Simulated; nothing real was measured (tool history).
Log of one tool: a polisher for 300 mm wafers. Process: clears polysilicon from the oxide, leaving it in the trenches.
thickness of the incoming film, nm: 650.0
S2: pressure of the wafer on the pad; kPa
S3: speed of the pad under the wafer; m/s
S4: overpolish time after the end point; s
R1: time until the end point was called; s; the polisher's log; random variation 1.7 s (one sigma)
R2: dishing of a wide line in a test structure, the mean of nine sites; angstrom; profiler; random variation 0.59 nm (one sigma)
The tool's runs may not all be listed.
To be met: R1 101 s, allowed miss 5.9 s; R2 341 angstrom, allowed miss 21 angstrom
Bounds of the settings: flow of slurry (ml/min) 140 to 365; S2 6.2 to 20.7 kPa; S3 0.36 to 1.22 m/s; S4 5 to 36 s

{"run": 1, "day": 0.0, "flow of slurry (ml/min)": 235, "S2": 13.1, "S3": 0.78, "S4": 18, "R1": 71.193, "R2": 454.3}
{"run": 2, "day": 0.058, "flow of slurry (ml/min)": 290, "S2": 13.1, "S3": 0.78, "S4": 18, "R1": 70.746, "R2": 458.65}
{"run": 3, "day": 0.217, "flow of slurry (ml/min)": 250, "S2": 11.7, "S3": 0.78, "S4": 15, "R1": 77.35, "R2": 435.73}
{"run": 4, "day": 0.412, "flow of slurry (ml/min)": 220, "S2": 10.3, "S3": 0.8, "S4": 12, "R1": 86.446, "R2": 409}
{"run": 5, "day": 0.65, "flow of slurry (ml/min)": 220, "S2": 10.3, "S3": 0.64, "S4": 12, "R1": 103.38, "R2": 386.74}
{"run": 6, "day": 0.879, "flow of slurry (ml/min)": 220, "S2": 10.3, "S3": 0.48, "S4": 12, "R1": 140.52, "R2": 341.36}
{"run": 7, "day": 1.192, "flow of slurry (ml/min)": 220, "S2": 11.7, "S3": 0.48, "S4": 10, "R1": 127.51, "R2": 318.22}
{"run": 8, "day": 1.321, "flow of slurry (ml/min)": 220, "S2": 12.4, "S3": 0.5, "S4": 11, "R1": 115.22, "R2": 362.26}
{"run": 9, "day": 1.571, "flow of slurry (ml/min)": 235, "S2": 13.1, "S3": 0.5, "S4": 9, "R1": 109.37, "R2": 334}
{"run": 10, "day": 1.846, "flow of slurry (ml/min)": 235, "S2": 13.8, "S3": 0.5, "S4": 9, "R1": 102.75, "R2": 336.18}
{"run": 11, "day": 1.896, "flow of slurry (ml/min)": 235, "S2": 13.8, "S3": 0.5, "S4": 11, "R1": 102.74, "R2": 370.03}
{"run": 12, "day": 1.929, "flow of slurry (ml/min)": 235, "S2": 13.8, "S3": 0.5, "S4": 10, "R1": 108.56, "R2": 345.12}

Which of these 5 next moves meets every target?
{"run": "A", "day": 1.962, "flow of slurry (ml/min)": 210, "S2": 11.7, "S3": 0.52, "S4": 13, "R1": "?", "R2": "?"}
{"run": "B", "day": 1.962, "flow of slurry (ml/min)": 265, "S2": 13.8, "S3": 0.46, "S4": 11, "R1": "?", "R2": "?"}
{"run": "C", "day": 1.962, "flow of slurry (ml/min)": 245, "S2": 13.1, "S3": 0.5, "S4": 10, "R1": "?", "R2": "?"}
{"run": "D", "day": 1.962, "flow of slurry (ml/min)": 285, "S2": 9.7, "S3": 0.58, "S4": 13, "R1": "?", "R2": "?"}
{"run": "E", "day": 1.962, "flow of slurry (ml/min)": 220, "S2": 13.8, "S3": 0.54, "S4": 9, "R1": "?", "R2": "?"}

move=A R1=115.54 R2=376.62
move=B R1=112.64 R2=354.41
move=C R1=108.9 R2=344.3
move=D R1=117.28 R2=374.36
move=E R1=98.031 R2=344.27
A: further off than the last run
B: further off than the last run
C: as far off as the last run
D: further off than the last run
E: meets every target
The right move is E.
